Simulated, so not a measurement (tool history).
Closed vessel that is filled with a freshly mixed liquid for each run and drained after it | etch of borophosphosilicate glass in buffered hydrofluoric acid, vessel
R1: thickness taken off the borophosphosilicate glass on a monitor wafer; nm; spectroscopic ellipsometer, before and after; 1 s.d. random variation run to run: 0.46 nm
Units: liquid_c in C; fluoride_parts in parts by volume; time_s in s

{"run": 1, "hour": 0.0, "liquid_c": 21, "fluoride_parts": 11, "time_s": 30, "R1": 49.093}
{"run": 2, "hour": 3.7, "liquid_c": 23.5, "fluoride_parts": 10, "time_s": 30, "R1": 61.22}
{"run": 3, "hour": 7.2, "liquid_c": 26, "fluoride_parts": 10, "time_s": 30, "R1": 69.833}
{"run": 4, "hour": 16.3, "liquid_c": 27, "fluoride_parts": 9, "time_s": 30, "R1": 78.445}
{"run": 5, "hour": 22.9, "liquid_c": 27.5, "fluoride_parts": 8.5, "time_s": 30, "R1": 86.049}
{"run": 6, "hour": 30.5, "liquid_c": 27.5, "fluoride_parts": 8.5, "time_s": 30, "R1": 87.231}
{"run": 7, "hour": 35.9, "liquid_c": 28, "fluoride_parts": 8.5, "time_s": 30, "R1": 89.261}

Run 8, settings as shown, results not yet in. Your forecast:
{"run": 8, "hour": 38.3, "liquid_c": 29, "fluoride_parts": 7.5, "time_s": 30, "R1": "?"}

{"run 8": {"R1": 107.61}}
